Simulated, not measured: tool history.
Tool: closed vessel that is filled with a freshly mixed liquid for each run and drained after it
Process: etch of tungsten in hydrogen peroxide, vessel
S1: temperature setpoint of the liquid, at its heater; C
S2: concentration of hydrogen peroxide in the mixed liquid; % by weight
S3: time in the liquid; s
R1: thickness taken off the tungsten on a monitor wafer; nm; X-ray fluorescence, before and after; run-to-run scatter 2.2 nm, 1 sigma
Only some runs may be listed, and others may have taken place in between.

run	hour	S1	S2	S3	R1
1	0.0	52.0	17.5	95	215.93
2	0.6	53.5	17.5	95	234.97
3	8.1	53.5	17.5	105	259.37
4	15.5	53.5	21.0	105	283.95
5	16.4	49.5	21.0	105	221.24
6	21.9	49.5	21.0	95	201.59
7	22.9	51.5	21.0	95	227.76
8	28.5	53.0	21.0	95	249.50
9	30.7	54.0	21.0	95	265.45

Estimate the outcome of run 10 from the log above:
10	36.4	55.0	21.0	95	?

Run 10 gave R1 282.00 nm.
